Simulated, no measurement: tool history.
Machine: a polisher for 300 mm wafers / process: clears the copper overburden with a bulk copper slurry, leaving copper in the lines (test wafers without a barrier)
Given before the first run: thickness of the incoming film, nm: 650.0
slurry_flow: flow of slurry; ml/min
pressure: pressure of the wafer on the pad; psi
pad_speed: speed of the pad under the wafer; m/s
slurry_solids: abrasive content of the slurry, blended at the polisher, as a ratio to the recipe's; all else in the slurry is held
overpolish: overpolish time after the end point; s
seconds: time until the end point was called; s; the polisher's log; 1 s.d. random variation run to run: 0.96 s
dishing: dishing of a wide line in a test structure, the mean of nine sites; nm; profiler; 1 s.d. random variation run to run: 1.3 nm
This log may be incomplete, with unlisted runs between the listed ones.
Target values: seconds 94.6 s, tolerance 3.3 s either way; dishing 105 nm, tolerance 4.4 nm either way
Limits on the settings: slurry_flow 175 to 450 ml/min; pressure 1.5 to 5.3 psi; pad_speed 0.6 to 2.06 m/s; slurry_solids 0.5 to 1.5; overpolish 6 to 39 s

run	day	slurry_flow	pressure	pad_speed	slurry_solids	overpolish	seconds	dishing
1	0	290	3.4	1.32	1	20	52.299	122.05
2	0.329	290	2.8	1.3	1	23	64.429	113.89
3	0.462	290	2.8	1.3	1	15	65.352	86.017
4	0.512	290	2.8	1.3	0.85	15	66.225	87.149
5	0.85	245	2.8	1.3	0.85	15	66.306	85.956
6	0.888	245	2.5	1.26	0.85	19	77.819	88.538
7	1.183	240	2.4	1.24	0.85	22	81.256	92.286
8	1.304	240	2.4	1.24	0.85	22	80.946	94.965
# day 1.358: slurry blender recalibrated
9	1.358	240	2.4	1.24	0.85	22	78.116	95.027

Pick the move, out of 4, that brings all results within their allowed miss; only one does.
A	1.412	175	2.6	1.44	0.85	18	?	?
B	1.412	230	2.3	1.14	0.9	35	?	?
C	1.412	190	2.3	1.08	0.95	32	?	?
D	1.412	195	2.2	1	0.8	35	?	?

move	seconds	dishing
A	63.646	96.534
B	86.386	113.89
C	92.356	105.69
D	105.61	102.4
A: its largest miss is bigger than the last run's
B: closer than the last run, but not yet in spec
C: each result inside its tolerance
D: takes the biggest miss from the last run beyond its target
C meets every target.

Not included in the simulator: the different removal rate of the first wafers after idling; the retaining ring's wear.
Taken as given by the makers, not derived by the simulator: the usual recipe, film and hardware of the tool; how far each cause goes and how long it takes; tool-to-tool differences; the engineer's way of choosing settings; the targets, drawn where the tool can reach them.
